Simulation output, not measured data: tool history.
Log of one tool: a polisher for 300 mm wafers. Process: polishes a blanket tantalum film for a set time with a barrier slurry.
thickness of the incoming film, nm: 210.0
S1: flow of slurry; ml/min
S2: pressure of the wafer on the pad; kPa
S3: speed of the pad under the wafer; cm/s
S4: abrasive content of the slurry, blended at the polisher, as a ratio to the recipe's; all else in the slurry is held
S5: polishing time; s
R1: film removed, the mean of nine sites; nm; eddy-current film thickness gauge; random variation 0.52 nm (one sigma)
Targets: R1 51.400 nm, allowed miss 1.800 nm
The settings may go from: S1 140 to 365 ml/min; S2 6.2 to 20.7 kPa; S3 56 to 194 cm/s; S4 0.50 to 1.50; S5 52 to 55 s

run  hour   S1    S2   S3    S4  S5      R1
  1   0.0  235  13.1  124  1.00  52  88.878
  2   2.4  235  13.1  124  1.00  55  94.252
  3   4.9  235  11.7  124  1.00  55  87.594
  4   9.5  235  11.0  120  1.00  55  79.109
  5  18.0  235  10.3  118  1.00  55  75.777
  6  23.2  235   9.7  116  1.00  55  69.810
  7  24.9  235   9.0  114  1.00  55  65.430
  8  27.7  235   8.3  114  1.00  55  62.347
  9  30.2  230   6.2  108  1.00  55  48.696
     34.7  -- head pressure recalibrated
 10  34.7  235   6.2  108  1.00  55  46.582

5 next moves are on the table. One of them brings every result within its allowed miss. Which?
  A  39.2  315  8.3   84  0.85  52   ?
  B  39.2  260  6.9   86  1.00  54   ?
  C  39.2  235  6.2  124  1.10  52   ?
  D  39.2  245  6.2   94  0.90  52   ?
  E  39.2  245  6.2   90  1.10  55   ?

move      R1
   A  40.902
   B  39.426
   C  51.231
   D  37.646
   E  39.929
A: further off than the last run
B: further off than the last run
C: meets every target
D: further off than the last run
E: further off than the last run
Move C is the one to make.
